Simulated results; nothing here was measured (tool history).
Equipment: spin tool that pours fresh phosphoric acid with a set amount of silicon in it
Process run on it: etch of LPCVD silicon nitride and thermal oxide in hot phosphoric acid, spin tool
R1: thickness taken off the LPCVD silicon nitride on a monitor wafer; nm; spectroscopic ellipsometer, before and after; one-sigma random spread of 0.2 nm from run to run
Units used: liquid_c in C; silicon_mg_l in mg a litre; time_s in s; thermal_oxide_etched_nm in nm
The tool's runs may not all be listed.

Run 1, hour 0.0: liquid_c 163.0 C, silicon_mg_l 12.5 mg a litre, time_s 180 s. Result: R1 17.341 nm, thermal_oxide_etched_nm 0.48793 nm.
Run 2, hour 0.9: liquid_c 163.0 C, silicon_mg_l 16.5 mg a litre, time_s 180 s. Result: R1 17.334 nm, thermal_oxide_etched_nm 0.49959 nm.
Run 3, hour 4.5: liquid_c 165.0 C, silicon_mg_l 16.5 mg a litre, time_s 180 s. Result: R1 18.629 nm, thermal_oxide_etched_nm 0.52188 nm.
Run 4, hour 11.0: liquid_c 165.5 C, silicon_mg_l 13.0 mg a litre, time_s 190 s. Result: R1 19.798 nm, thermal_oxide_etched_nm 0.68790 nm.
Run 5, hour 18.6: liquid_c 166.0 C, silicon_mg_l 13.5 mg a litre, time_s 200 s. Result: R1 21.593 nm, thermal_oxide_etched_nm 0.69961 nm.
Run 6, hour 22.0: liquid_c 166.5 C, silicon_mg_l 13.0 mg a litre, time_s 205 s. Result: R1 22.681 nm, thermal_oxide_etched_nm 0.76674 nm.
Run 7, hour 24.6: liquid_c 167.0 C, silicon_mg_l 12.5 mg a litre, time_s 210 s. Result: R1 23.400 nm, thermal_oxide_etched_nm 0.82088 nm.

Forecast run 8:
Run 8, hour 33.5: liquid_c 167.0 C, silicon_mg_l 12.5 mg a litre, time_s 215 s. Result: R1 ?, thermal_oxide_etched_nm ?.

Run 8 gave R1 23.677 nm, thermal_oxide_etched_nm 0.81674 nm.
